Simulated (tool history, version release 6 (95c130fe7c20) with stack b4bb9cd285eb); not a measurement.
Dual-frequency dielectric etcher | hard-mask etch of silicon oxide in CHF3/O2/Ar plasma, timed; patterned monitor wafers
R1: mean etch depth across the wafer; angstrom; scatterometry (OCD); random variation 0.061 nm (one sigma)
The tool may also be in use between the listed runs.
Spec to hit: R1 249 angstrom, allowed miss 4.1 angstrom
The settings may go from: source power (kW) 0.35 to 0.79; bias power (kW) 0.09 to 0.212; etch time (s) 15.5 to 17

Run 1, hour 0: source power (kW) 0.57, bias power (kW) 0.151, etch time (s) 17. Result: R1 302.84 angstrom.
Run 2, hour 5.1: source power (kW) 0.54, bias power (kW) 0.147, etch time (s) 17. Result: R1 293.57 angstrom.
Run 3, hour 9: source power (kW) 0.51, bias power (kW) 0.144, etch time (s) 17. Result: R1 284.25 angstrom.
Run 4, hour 11.1: source power (kW) 0.51, bias power (kW) 0.131, etch time (s) 17. Result: R1 277.95 angstrom.
Run 5, hour 13.5: source power (kW) 0.51, bias power (kW) 0.131, etch time (s) 15.5. Result: R1 254.33 angstrom.
Run 6, hour 18.6: source power (kW) 0.51, bias power (kW) 0.152, etch time (s) 15.5. Result: R1 264.63 angstrom.
Run 7, hour 22: source power (kW) 0.5, bias power (kW) 0.152, etch time (s) 15.5. Result: R1 262.37 angstrom.
Run 8, hour 26.2: source power (kW) 0.49, bias power (kW) 0.152, etch time (s) 15.5. Result: R1 258.77 angstrom.
Run 9, hour 28.1: source power (kW) 0.43, bias power (kW) 0.15, etch time (s) 15.5. Result: R1 242.87 angstrom.

Pick the move, out of 5, that brings all results within their allowed miss; only one does.
Run A, hour 30: source power (kW) 0.45, bias power (kW) 0.151, etch time (s) 15.5. Result: R1 ?.
Run B, hour 30: source power (kW) 0.39, bias power (kW) 0.161, etch time (s) 15.5. Result: R1 ?.
Run C, hour 30: source power (kW) 0.4, bias power (kW) 0.174, etch time (s) 16.5. Result: R1 ?.
Run D, hour 30: source power (kW) 0.45, bias power (kW) 0.125, etch time (s) 17. Result: R1 ?.
Run E, hour 30: source power (kW) 0.42, bias power (kW) 0.13, etch time (s) 16. Result: R1 ?.

move      R1
   A  249.74
   B  238.31
   C  262.27
   D  260.79
   E  240.29
A: in spec on every target
B: further off than the last run
C: takes the result that was furthest off past its target
D: takes the result that was furthest off past its target
E: further off than the last run
The right move is A.
